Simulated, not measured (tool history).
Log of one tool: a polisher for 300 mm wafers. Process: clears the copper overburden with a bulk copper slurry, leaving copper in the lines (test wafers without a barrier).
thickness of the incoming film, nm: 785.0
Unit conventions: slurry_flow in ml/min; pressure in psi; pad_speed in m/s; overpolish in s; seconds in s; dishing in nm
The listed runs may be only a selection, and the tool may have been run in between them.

run	hour	slurry_flow	pressure	pad_speed	slurry_solids	overpolish	seconds	dishing
1	0.0	220	1.7	1.12	1.00	19	142.71	57.339
2	2.5	220	1.6	1.12	1.00	19	153.28	53.218
3	8.7	220	1.5	1.12	1.00	20	162.99	51.854
4	10.0	220	1.4	1.12	1.00	21	175.50	51.172
5	16.8	220	1.4	1.12	1.00	16	174.11	44.557
6	23.0	220	1.4	1.12	1.15	16	167.60	44.876

Run 7 has not been measured yet. What should we expect?
7	26.1	220	1.4	1.12	1.15	16	?	?

Run 7 gave seconds 170.04 s, dishing 45.545 nm.
